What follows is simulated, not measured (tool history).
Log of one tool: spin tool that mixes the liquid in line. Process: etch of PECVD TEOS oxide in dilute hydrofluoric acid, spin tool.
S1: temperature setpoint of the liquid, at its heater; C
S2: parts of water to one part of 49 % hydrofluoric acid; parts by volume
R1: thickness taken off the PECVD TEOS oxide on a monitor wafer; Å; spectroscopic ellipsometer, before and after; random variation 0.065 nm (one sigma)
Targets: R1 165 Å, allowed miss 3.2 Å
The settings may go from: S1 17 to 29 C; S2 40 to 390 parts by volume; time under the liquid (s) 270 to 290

run 1 day=0 | S1=21 S2=215 time_under_the_liquid_(s)=270 | R1=83.92
run 2 day=0.283 | S1=21 S2=255 time_under_the_liquid_(s)=270 | R1=67.546
run 3 day=0.354 | S1=22 S2=240 time_under_the_liquid_(s)=270 | R1=75.786
run 4 day=0.592 | S1=22 S2=170 time_under_the_liquid_(s)=270 | R1=115.75
run 5 day=0.788 | S1=22 S2=170 time_under_the_liquid_(s)=290 | R1=123.51
run 6 day=0.888 | S1=22 S2=170 time_under_the_liquid_(s)=270 | R1=115.69
run 7 day=1.221 | S1=26 S2=150 time_under_the_liquid_(s)=270 | R1=154.76
run 8 day=1.35 | S1=27 S2=150 time_under_the_liquid_(s)=270 | R1=161.08

Which of these 5 next moves meets every target?
run A day=1.479 | S1=26.5 S2=145 time_under_the_liquid_(s)=285 | R1=?
run B day=1.479 | S1=26.5 S2=160 time_under_the_liquid_(s)=280 | R1=?
run C day=1.479 | S1=29 S2=165 time_under_the_liquid_(s)=290 | R1=?
run D day=1.479 | S1=26.5 S2=155 time_under_the_liquid_(s)=280 | R1=?
run E day=1.479 | S1=29 S2=170 time_under_the_liquid_(s)=285 | R1=?

move=A R1=174.87
move=B R1=152.9
move=C R1=167.19
move=D R1=158.78
move=E R1=158.48
A: takes the result that was furthest off past its target
B: further off than the last run
C: meets every target
D: further off than the last run
E: further off than the last run
Move C is the one to make.

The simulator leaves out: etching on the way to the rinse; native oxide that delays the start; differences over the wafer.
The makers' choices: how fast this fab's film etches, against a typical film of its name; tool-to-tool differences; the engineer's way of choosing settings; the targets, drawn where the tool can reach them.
